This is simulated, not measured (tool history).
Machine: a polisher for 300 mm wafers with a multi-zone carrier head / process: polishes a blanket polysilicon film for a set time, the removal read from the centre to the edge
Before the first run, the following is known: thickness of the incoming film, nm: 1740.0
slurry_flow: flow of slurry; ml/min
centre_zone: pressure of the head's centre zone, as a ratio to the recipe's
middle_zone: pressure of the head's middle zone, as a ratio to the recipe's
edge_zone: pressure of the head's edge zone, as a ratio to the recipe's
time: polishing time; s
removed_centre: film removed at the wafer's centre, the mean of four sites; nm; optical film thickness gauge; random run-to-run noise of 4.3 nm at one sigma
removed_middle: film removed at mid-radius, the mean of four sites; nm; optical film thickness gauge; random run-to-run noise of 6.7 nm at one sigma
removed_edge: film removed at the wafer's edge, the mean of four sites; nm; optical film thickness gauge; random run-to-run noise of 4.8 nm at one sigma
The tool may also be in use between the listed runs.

run,hour,slurry_flow,centre_zone,middle_zone,edge_zone,time,removed_centre,removed_middle,removed_edge
1,0,305,1,1,1,54,702.89,687.49,705.29
2,4.8,305,1,1,1.05,54,689.36,684.7,707.97
3,13.1,305,0.99,0.99,1.04,50,630.77,644.41,652.28
4,18.9,300,0.99,0.96,1.03,47,590,588.45,615.93
5,27.3,300,0.99,0.88,1.03,47,599.6,529.96,610.26
6,35.9,230,0.99,0.88,1.03,47,571.45,545.58,593.16

Run 7 is up next; what results do you expect?
7,41.7,235,0.98,0.87,1.01,45,?,?,?

{"run 7": {"removed_centre": 553.15, "removed_middle": 495.69, "removed_edge": 559.33}}
